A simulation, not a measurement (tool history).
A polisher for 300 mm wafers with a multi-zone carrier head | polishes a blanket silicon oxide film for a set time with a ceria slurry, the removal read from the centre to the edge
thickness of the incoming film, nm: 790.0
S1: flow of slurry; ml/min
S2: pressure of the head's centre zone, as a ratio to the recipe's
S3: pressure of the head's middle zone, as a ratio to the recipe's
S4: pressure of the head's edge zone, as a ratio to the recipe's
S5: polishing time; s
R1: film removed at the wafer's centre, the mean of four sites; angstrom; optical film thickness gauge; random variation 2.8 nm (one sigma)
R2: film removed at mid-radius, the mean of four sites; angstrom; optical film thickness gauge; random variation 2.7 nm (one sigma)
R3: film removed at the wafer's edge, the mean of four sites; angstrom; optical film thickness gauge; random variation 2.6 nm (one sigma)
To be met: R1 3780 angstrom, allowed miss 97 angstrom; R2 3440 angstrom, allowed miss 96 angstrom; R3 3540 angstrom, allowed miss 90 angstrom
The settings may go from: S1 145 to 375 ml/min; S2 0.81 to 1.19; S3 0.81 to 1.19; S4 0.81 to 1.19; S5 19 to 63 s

run	hour	S1	S2	S3	S4	S5	R1	R2	R3
1	0	240	1	1	1	41	2887.6	2818.5	2879.3
2	3.5	190	1	1	1	41	2812.1	2752.4	2831.2
3	10.8	200	1.02	1.01	1.02	42	2928	2890.9	2963.3
4	17.3	200	1.02	0.93	1.02	42	2962.8	2695.7	2960.1
5	25.8	210	1.04	0.95	1.04	42	2982.7	2728.9	3006.9
6	33.1	210	1.04	0.98	1.04	42	3033.3	2788.5	3014.7
7	33.9	220	1.05	1	1.05	42	3092.9	2913	2961.4
8	35.8	220	1.05	1	1.06	43	3159.2	2913.6	3117.4
9	38.4	230	1.06	1.02	1.07	43	3167.6	3008	3120.2
10	47.4	235	1.07	1.03	1.08	43	3236.2	3025.4	3122.5
11	55.4	240	1.08	1.04	1.09	43	3254.2	3105.3	3156.7
12	63.3	310	1.18	1.05	1.19	44	3776.9	3236.4	3479.7

4 next moves are on the table. One of them brings every result within its allowed miss. Which?
A	71.2	325	1.15	1.09	1.19	45	?	?	?
B	71.2	325	1.16	1.07	1.12	47	?	?	?
C	71.2	340	1.13	1.19	1.18	44	?	?	?
D	71.2	305	1.18	1.11	1.18	43	?	?	?

move	R1	R2	R3
A	3752.4	3435.9	3512.6
B	3952.9	3532.5	3556.3
C	3622.2	3637.2	3424.5
D	3658.1	3316	3326.8
A: meets every target
B: brings the result that was furthest off to its target, and leaves another outside
C: takes the result that was furthest off past its target
D: further off than the last run
Answer: A
